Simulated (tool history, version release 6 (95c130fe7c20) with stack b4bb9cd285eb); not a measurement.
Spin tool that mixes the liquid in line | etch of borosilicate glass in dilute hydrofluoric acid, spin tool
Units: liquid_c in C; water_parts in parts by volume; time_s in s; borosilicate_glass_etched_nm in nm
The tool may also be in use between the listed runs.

run	hour	liquid_c	water_parts	time_s	borosilicate_glass_etched_nm
1	0	25	50	15	11.83
2	5.6	25	50	15	11.746
3	9	23	50	15	10.811
4	12.3	25.5	50	15	11.806
5	18.8	25.5	65	15	9.013
# hour 21.4: hydrofluoric acid flow meter replaced
6	21.4	27.5	60	15	12.138

Expected results for the next run?
7	25.7	28.5	60	15	?

borosilicate_glass_etched_nm: 12.728 nm
